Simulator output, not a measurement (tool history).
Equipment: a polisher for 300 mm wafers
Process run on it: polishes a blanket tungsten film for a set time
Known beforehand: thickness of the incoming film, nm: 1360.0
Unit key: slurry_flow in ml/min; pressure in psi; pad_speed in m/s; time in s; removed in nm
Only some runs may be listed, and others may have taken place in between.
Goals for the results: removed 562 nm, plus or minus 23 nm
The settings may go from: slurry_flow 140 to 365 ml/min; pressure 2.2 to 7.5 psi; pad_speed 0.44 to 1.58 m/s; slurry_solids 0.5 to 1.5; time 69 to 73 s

Run 1, hour 0: slurry_flow 235 ml/min, pressure 4.8 psi, pad_speed 1 m/s, slurry_solids 1, time 69 s. Result: removed 452.82 nm.
Run 2, hour 7.7: slurry_flow 235 ml/min, pressure 5 psi, pad_speed 1 m/s, slurry_solids 1, time 69 s. Result: removed 477.87 nm.
Run 3, hour 16.3: slurry_flow 235 ml/min, pressure 5.1 psi, pad_speed 1 m/s, slurry_solids 1, time 69 s. Result: removed 481.46 nm.
Run 4, hour 23.5: slurry_flow 235 ml/min, pressure 5.1 psi, pad_speed 1 m/s, slurry_solids 1, time 73 s. Result: removed 499.97 nm.
Run 5, hour 32.3: slurry_flow 235 ml/min, pressure 5.1 psi, pad_speed 0.76 m/s, slurry_solids 1, time 73 s. Result: removed 387.28 nm.
Run 6, hour 38.7: slurry_flow 205 ml/min, pressure 5.1 psi, pad_speed 0.76 m/s, slurry_solids 1, time 73 s. Result: removed 384.23 nm.
Run 7, hour 45: slurry_flow 205 ml/min, pressure 5.4 psi, pad_speed 0.76 m/s, slurry_solids 1, time 73 s. Result: removed 389.13 nm.
Run 8, hour 50.9: slurry_flow 215 ml/min, pressure 5.7 psi, pad_speed 0.76 m/s, slurry_solids 1, time 73 s. Result: removed 412.31 nm.
Run 9, hour 59.6: slurry_flow 220 ml/min, pressure 6 psi, pad_speed 0.76 m/s, slurry_solids 1, time 73 s. Result: removed 431.32 nm.
Run 10, hour 60.8: slurry_flow 220 ml/min, pressure 6.3 psi, pad_speed 0.76 m/s, slurry_solids 1, time 73 s. Result: removed 442.87 nm.

Next run, 5 choices. One meets every target within its allowed miss, the rest don't. Which?
Run A, hour 62: slurry_flow 195 ml/min, pressure 6.8 psi, pad_speed 0.96 m/s, slurry_solids 1.15, time 73 s. Result: removed ?.
Run B, hour 62: slurry_flow 220 ml/min, pressure 6.8 psi, pad_speed 0.98 m/s, slurry_solids 1.05, time 73 s. Result: removed ?.
Run C, hour 62: slurry_flow 290 ml/min, pressure 5.8 psi, pad_speed 0.98 m/s, slurry_solids 1.05, time 73 s. Result: removed ?.
Run D, hour 62: slurry_flow 200 ml/min, pressure 6.4 psi, pad_speed 0.84 m/s, slurry_solids 0.95, time 71 s. Result: removed ?.
Run E, hour 62: slurry_flow 280 ml/min, pressure 7.3 psi, pad_speed 0.92 m/s, slurry_solids 0.95, time 73 s. Result: removed ?.

move  removed
   A   619.52
   B   624.48
   C   558.54
   D   482.39
   E    620.3
A: takes the biggest miss from the last run beyond its target
B: takes the biggest miss from the last run beyond its target
C: in spec on every target
D: nearer the targets than the last run, but a result is still out of spec
E: takes the biggest miss from the last run beyond its target
C is the move that brings every result within its allowed miss.
